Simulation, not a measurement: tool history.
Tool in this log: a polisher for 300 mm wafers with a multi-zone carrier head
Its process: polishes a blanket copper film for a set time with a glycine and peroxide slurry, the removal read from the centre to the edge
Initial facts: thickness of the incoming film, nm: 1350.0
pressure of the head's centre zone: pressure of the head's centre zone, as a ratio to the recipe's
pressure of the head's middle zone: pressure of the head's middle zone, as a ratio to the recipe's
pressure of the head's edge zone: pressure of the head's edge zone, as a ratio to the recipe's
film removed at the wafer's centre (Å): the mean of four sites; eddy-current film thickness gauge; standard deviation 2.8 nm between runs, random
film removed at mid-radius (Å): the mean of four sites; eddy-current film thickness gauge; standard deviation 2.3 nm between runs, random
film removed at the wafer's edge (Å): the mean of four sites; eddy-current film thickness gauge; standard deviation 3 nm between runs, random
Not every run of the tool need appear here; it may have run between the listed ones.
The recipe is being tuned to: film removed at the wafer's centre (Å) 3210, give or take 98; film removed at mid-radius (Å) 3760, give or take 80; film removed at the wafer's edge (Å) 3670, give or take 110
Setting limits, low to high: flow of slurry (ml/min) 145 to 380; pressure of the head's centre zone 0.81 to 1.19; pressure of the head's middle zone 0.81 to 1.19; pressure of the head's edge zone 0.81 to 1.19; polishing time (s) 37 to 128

| run | hour | flow of slurry (ml/min) | pressure of the head's centre zone | pressure of the head's middle zone | pressure of the head's edge zone | polishing time (s) | film removed at the wafer's centre (Å) | film removed at mid-radius (Å) | film removed at the wafer's edge (Å) |
|---|---|---|---|---|---|---|---|---|---|
| 1 | 0 | 245 | 1 | 1 | 1 | 82 | 4072.9 | 4108.7 | 4182.6 |
| 2 | 4.4 | 235 | 0.96 | 0.99 | 0.97 | 81 | 3852.4 | 3924.1 | 4113.5 |
| 3 | 7.7 | 235 | 0.96 | 0.99 | 0.93 | 81 | 3852.5 | 4004.1 | 3987.6 |
| 4 | 15.5 | 235 | 0.96 | 0.91 | 0.93 | 81 | 3855.6 | 3677.7 | 4045 |
| 5 | 21.7 | 225 | 0.93 | 0.93 | 0.91 | 80 | 3708.4 | 3693.6 | 3909.4 |
| 6 | 26.4 | 215 | 0.9 | 0.94 | 0.9 | 80 | 3494.4 | 3678.2 | 3905.6 |
| 7 | 35.5 | 210 | 0.89 | 0.95 | 0.88 | 80 | 3429.1 | 3712.8 | 3919.9 |
| 8 | 42.9 | 215 | 0.88 | 1.03 | 0.81 | 75 | 3245.6 | 3778.5 | 3554.1 |
| 9 | 50.5 | 215 | 0.88 | 1.03 | 0.82 | 75 | 3237.6 | 3744 | 3510.6 |

Consider the 4 candidate settings below. Which is the only one whose results all fall within their allowed miss of target?
| A | 58.1 | 265 | 0.88 | 0.97 | 0.92 | 72 | ? | ? | ? |
| B | 58.1 | 180 | 0.84 | 0.93 | 0.89 | 81 | ? | ? | ? |
| C | 58.1 | 230 | 0.89 | 1.04 | 0.81 | 78 | ? | ? | ? |
| D | 58.1 | 220 | 0.86 | 1.01 | 0.86 | 76 | ? | ? | ? |

| move | film removed at the wafer's centre (Å) | film removed at mid-radius (Å) | film removed at the wafer's edge (Å) |
|---|---|---|---|
| A | 3178.3 | 3473.5 | 3653.7 |
| B | 3196.3 | 3559.4 | 3890.2 |
| C | 3414.3 | 3919 | 3726.3 |
| D | 3190.2 | 3701.5 | 3691.6 |
A: brings the result that was furthest off to its target, and leaves another outside
B: takes the result that was furthest off past its target
C: brings the result that was furthest off to its target, and leaves another outside
D: each result inside its tolerance
Go with D: it meets all targets.

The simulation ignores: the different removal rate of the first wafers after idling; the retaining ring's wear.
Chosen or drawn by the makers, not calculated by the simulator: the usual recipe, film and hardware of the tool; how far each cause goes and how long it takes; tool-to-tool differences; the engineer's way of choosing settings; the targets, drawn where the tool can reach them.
